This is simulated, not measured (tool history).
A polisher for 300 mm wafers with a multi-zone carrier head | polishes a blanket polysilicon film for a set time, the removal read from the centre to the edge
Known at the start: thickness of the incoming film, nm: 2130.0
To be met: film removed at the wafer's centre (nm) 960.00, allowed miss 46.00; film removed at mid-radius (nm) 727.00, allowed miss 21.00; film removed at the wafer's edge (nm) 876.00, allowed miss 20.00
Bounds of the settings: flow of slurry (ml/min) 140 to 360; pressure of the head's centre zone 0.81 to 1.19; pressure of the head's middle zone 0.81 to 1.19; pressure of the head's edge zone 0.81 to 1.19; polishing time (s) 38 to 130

run	hour	flow of slurry (ml/min)	pressure of the head's centre zone	pressure of the head's middle zone	pressure of the head's edge zone	polishing time (s)	film removed at the wafer's centre (nm)	film removed at mid-radius (nm)	film removed at the wafer's edge (nm)
1	0.0	230	1.00	1.00	1.00	84	671.06	671.80	675.52
2	3.6	230	1.06	1.00	1.00	84	720.24	668.29	679.42
3	7.7	230	1.06	1.00	1.00	93	788.60	732.55	756.92
4	14.5	245	1.10	0.99	1.05	94	837.35	748.64	771.15
5	20.1	245	1.10	0.99	1.05	113	1025.30	885.19	939.35
6	27.8	275	1.10	0.99	1.05	113	1024.10	907.13	935.48
7	31.6	275	1.10	0.99	1.05	113	1022.90	897.85	942.69
8	36.4	270	1.10	0.94	1.03	112	998.68	846.44	928.43

Which of these 4 next moves meets every target?
A	41.2	295	1.18	0.99	0.95	104	?	?	?
B	41.2	240	1.11	0.82	1.02	107	?	?	?
C	41.2	255	1.16	0.81	1.02	115	?	?	?
D	41.2	275	1.12	0.90	1.02	107	?	?	?

move	film removed at the wafer's centre (nm)	film removed at mid-radius (nm)	film removed at the wafer's edge (nm)
A	1052.40	837.82	824.00
B	998.34	725.33	868.26
C	1127.80	775.46	936.81
D	1020.50	791.76	874.59
A: nearer than the last run, and not there yet
B: meets every target
C: nearer than the last run, and not there yet
D: nearer than the last run, and not there yet
Answer: B

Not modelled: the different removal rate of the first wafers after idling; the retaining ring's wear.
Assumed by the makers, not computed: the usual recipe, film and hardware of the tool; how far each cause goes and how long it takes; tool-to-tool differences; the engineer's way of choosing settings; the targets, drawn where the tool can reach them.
